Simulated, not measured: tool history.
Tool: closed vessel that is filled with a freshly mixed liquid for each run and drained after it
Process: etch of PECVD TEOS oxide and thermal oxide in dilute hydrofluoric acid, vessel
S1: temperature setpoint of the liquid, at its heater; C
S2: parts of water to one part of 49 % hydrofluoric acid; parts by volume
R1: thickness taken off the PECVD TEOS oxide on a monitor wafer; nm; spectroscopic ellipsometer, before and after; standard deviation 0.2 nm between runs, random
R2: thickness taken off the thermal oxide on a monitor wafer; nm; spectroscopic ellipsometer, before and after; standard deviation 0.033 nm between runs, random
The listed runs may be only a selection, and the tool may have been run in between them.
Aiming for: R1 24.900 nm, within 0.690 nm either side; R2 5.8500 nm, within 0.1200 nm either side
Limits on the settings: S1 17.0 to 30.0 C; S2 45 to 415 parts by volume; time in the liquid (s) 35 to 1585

{"run": 1, "day": 0.0, "S1": 22.0, "S2": 230, "time in the liquid (s)": 810, "R1": 61.349, "R2": 14.522}
{"run": 2, "day": 0.262, "S1": 20.0, "S2": 230, "time in the liquid (s)": 810, "R1": 56.936, "R2": 13.284}
{"run": 3, "day": 0.608, "S1": 20.0, "S2": 245, "time in the liquid (s)": 810, "R1": 52.533, "R2": 12.374}
{"run": 4, "day": 0.975, "S1": 19.5, "S2": 260, "time in the liquid (s)": 810, "R1": 48.39, "R2": 11.306}
{"run": 5, "day": 1.254, "S1": 19.5, "S2": 270, "time in the liquid (s)": 810, "R1": 45.635, "R2": 10.889}
{"run": 6, "day": 1.546, "S1": 19.0, "S2": 280, "time in the liquid (s)": 805, "R1": 42.625, "R2": 10.003}
{"run": 7, "day": 1.904, "S1": 19.0, "S2": 290, "time in the liquid (s)": 805, "R1": 40.63, "R2": 9.5948}
{"run": 8, "day": 2.092, "S1": 19.0, "S2": 300, "time in the liquid (s)": 805, "R1": 39.518, "R2": 9.28}
{"run": 9, "day": 2.338, "S1": 19.0, "S2": 310, "time in the liquid (s)": 805, "R1": 38.185, "R2": 8.8566}
{"run": 10, "day": 2.567, "S1": 19.0, "S2": 320, "time in the liquid (s)": 805, "R1": 36.351, "R2": 8.5424}
{"run": 11, "day": 2.633, "S1": 19.0, "S2": 325, "time in the liquid (s)": 805, "R1": 35.674, "R2": 8.3105}
{"run": 12, "day": 2.842, "S1": 19.0, "S2": 330, "time in the liquid (s)": 805, "R1": 34.945, "R2": 8.1677}
{"run": 13, "day": 3.1, "S1": 19.0, "S2": 335, "time in the liquid (s)": 805, "R1": 33.773, "R2": 7.9558}
{"run": 14, "day": 3.325, "S1": 19.0, "S2": 340, "time in the liquid (s)": 805, "R1": 33.32, "R2": 7.8645}
{"run": 15, "day": 3.592, "S1": 19.0, "S2": 345, "time in the liquid (s)": 805, "R1": 32.373, "R2": 7.681}
{"run": 16, "day": 3.683, "S1": 19.0, "S2": 350, "time in the liquid (s)": 805, "R1": 32.001, "R2": 7.5106}
{"run": 17, "day": 4.008, "S1": 19.0, "S2": 355, "time in the liquid (s)": 805, "R1": 31.709, "R2": 7.4901}
{"run": 18, "day": 4.267, "S1": 19.0, "S2": 360, "time in the liquid (s)": 805, "R1": 31.12, "R2": 7.3258}
{"run": 19, "day": 4.483, "S1": 19.0, "S2": 365, "time in the liquid (s)": 805, "R1": 30.745, "R2": 7.1513}
{"run": 20, "day": 4.575, "S1": 19.0, "S2": 370, "time in the liquid (s)": 805, "R1": 30.001, "R2": 6.9987}
{"run": 21, "day": 4.804, "S1": 18.0, "S2": 380, "time in the liquid (s)": 805, "R1": 28.007, "R2": 6.5498}
{"run": 22, "day": 4.85, "S1": 17.5, "S2": 395, "time in the liquid (s)": 805, "R1": 26.041, "R2": 6.1189}

Exercise: of the 4 proposed moves below, exactly one satisfies all targets within the stated allowed misses. Which move is it?
{"run": "A", "day": 4.896, "S1": 17.0, "S2": 410, "time in the liquid (s)": 815, "R1": "?", "R2": "?"}
{"run": "B", "day": 4.896, "S1": 17.0, "S2": 405, "time in the liquid (s)": 860, "R1": "?", "R2": "?"}
{"run": "C", "day": 4.896, "S1": 17.0, "S2": 330, "time in the liquid (s)": 655, "R1": "?", "R2": "?"}
{"run": "D", "day": 4.896, "S1": 30.0, "S2": 415, "time in the liquid (s)": 610, "R1": "?", "R2": "?"}

move=A R1=24.763 R2=5.8083
move=B R1=26.555 R2=6.2287
move=C R1=26.344 R2=6.1793
move=D R1=27.959 R2=6.5580
A: each result inside its tolerance
B: further off than the last run
C: further off than the last run
D: further off than the last run
A is the move that brings every result within its allowed miss.

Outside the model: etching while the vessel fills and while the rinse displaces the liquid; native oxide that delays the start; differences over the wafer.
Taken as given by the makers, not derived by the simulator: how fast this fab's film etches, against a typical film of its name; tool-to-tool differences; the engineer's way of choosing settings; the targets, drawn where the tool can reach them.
